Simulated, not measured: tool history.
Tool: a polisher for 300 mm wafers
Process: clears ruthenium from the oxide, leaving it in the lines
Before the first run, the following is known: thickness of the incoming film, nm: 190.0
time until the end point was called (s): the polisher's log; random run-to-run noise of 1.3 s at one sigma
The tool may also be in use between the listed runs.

run,hour,flow of slurry (ml/min),pressure of the wafer on the pad (kPa),speed of the pad under the wafer (cm/s),overpolish time after the end point (s),time until the end point was called (s)
1,0.0,205,17.9,116,42,121.20
2,2.0,205,17.9,116,42,118.98
3,8.8,205,20.7,116,42,106.79
4,10.9,205,20.7,116,45,104.95
5,12.4,205,21.4,116,45,100.21
6,18.3,205,18.6,116,45,116.53
7,20.0,205,19.3,116,45,112.61

The next listed run, before its measurement:
8,22.9,205,20.0,116,45,?

{"run 8": {"time until the end point was called (s)": 104.89}}
